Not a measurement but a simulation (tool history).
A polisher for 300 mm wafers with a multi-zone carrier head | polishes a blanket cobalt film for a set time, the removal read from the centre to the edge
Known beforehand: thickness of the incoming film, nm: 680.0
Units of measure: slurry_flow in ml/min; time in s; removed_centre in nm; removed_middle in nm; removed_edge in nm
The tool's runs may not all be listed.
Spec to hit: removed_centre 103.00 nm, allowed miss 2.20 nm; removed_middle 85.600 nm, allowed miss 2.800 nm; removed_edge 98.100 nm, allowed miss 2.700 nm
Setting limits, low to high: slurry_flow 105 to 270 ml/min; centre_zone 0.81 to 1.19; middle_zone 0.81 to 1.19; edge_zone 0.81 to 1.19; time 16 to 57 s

run	hour	slurry_flow	centre_zone	middle_zone	edge_zone	time	removed_centre	removed_middle	removed_edge
1	0.0	175	1.00	1.00	1.00	36	200.42	196.360	196.330
2	7.1	175	1.00	1.00	1.08	36	199.56	190.830	202.660
3	14.1	175	1.00	1.00	1.08	43	237.50	230.070	239.470
4	16.9	175	0.93	1.00	1.08	43	226.80	230.220	239.810
5	21.0	165	0.92	0.97	1.04	39	199.03	203.820	211.760
6	23.7	165	0.97	0.97	1.04	39	207.82	201.710	216.860
7	30.1	155	0.96	0.94	1.00	35	184.57	177.130	190.370
8	35.2	145	0.95	0.92	0.97	32	165.74	156.550	168.610
9	43.9	140	0.95	0.90	0.95	29	149.32	137.970	150.060
10	48.8	135	0.95	0.89	0.94	27	137.87	128.850	139.570
11	57.8	135	0.96	0.88	0.93	25	128.68	115.750	126.560
12	61.3	135	0.96	0.87	0.93	24	122.29	113.870	122.270
13	66.1	130	0.98	0.86	0.94	23	119.27	105.040	118.390
14	70.9	130	0.99	0.85	0.93	22	115.81	100.300	111.910
15	75.0	130	0.99	0.84	0.93	22	115.19	99.023	111.700

Next run, 4 choices. One meets every target within its allowed miss, the rest don't. Which?
A	79.1	110	0.95	0.86	0.93	21	?	?	?
B	79.1	105	1.09	0.84	0.91	20	?	?	?
C	79.1	150	1.00	0.81	0.90	19	?	?	?
D	79.1	115	1.04	0.81	0.99	20	?	?	?

move	removed_centre	removed_middle	removed_edge
A	101.43	95.258	106.220
B	106.96	88.299	99.764
C	100.88	86.139	98.142
D	104.70	87.076	104.410
A: corrects the largest miss of the last run, while another result sits out of spec
B: better than the last run, though not everything is in spec
C: every result within its allowed miss
D: corrects the largest miss of the last run, while another result sits out of spec
C is the move that brings every result within its allowed miss.
